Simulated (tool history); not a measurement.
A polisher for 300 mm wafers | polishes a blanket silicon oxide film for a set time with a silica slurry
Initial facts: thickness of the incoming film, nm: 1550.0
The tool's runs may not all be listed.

| run | hour | flow of slurry (ml/min) | pressure of the wafer on the pad (psi) | speed of the pad under the wafer (m/s) | abrasive content of the slurry | polishing time (s) | film removed (angstrom) |
|---|---|---|---|---|---|---|---|
| 1 | 0 | 130 | 4.2 | 1.1 | 1 | 78 | 2240.9 |
| 2 | 6.6 | 130 | 4.2 | 1.1 | 1 | 82 | 2404.7 |
| 3 | 7.5 | 130 | 4 | 1.1 | 1 | 82 | 2301.8 |
| 4 | 14.5 | 130 | 4 | 1.1 | 0.9 | 82 | 2223.1 |
| 5 | 17.6 | 130 | 3.8 | 1.1 | 0.9 | 82 | 2080.3 |
| 6 | 20.3 | 150 | 3.8 | 1.1 | 0.9 | 82 | 2138.8 |
| 7 | 21.8 | 150 | 3.6 | 1.1 | 0.9 | 82 | 2012.5 |
| 8 | 28.1 | 150 | 3.5 | 1.1 | 0.9 | 82 | 1987.5 |
| 9 | 36.1 | 150 | 3.3 | 1.1 | 0.9 | 82 | 1878.8 |
| 10 | 41.6 | 150 | 3.2 | 1.1 | 0.9 | 82 | 1814.2 |
| 11 | 46.7 | 150 | 3.1 | 1.1 | 0.9 | 82 | 1770.5 |
| 12 | 50 | 150 | 3 | 1.1 | 0.9 | 82 | 1733.2 |
| 13 | 52.7 | 150 | 2.9 | 1.1 | 0.9 | 82 | 1651.7 |
| 14 | 55.8 | 150 | 2.8 | 1.1 | 0.9 | 82 | 1591.4 |
| 15 | 58.2 | 140 | 2.5 | 1.1 | 0.9 | 82 | 1413.5 |

For run 16, what comes out?
|  | 65 | slurry nozzle cleaned |
| 16 | 65 | 135 | 2.5 | 1.1 | 0.9 | 82 | ? |

film removed (angstrom): 1489.4

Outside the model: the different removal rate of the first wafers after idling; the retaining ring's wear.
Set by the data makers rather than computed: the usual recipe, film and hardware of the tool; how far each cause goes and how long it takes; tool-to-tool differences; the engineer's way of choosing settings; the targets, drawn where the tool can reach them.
